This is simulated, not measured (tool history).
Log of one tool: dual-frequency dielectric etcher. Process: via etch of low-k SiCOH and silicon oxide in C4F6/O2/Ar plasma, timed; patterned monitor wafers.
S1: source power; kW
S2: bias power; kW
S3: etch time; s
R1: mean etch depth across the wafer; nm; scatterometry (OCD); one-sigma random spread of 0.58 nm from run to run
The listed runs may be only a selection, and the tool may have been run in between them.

run	hour	S1	S2	S3	R1
1	0	0.27	0.175	53.5	121.83
2	6.7	0.25	0.172	53.5	114.73
3	15	0.25	0.183	53.5	118.01
4	20.7	0.25	0.168	53.5	115.46
5	24.5	0.25	0.168	56	120.73
6	30.4	0.24	0.167	56	117.69

Run 7 comes next. What will it give?
7	31.1	0.18	0.158	56	?

R1: 95.497 nm
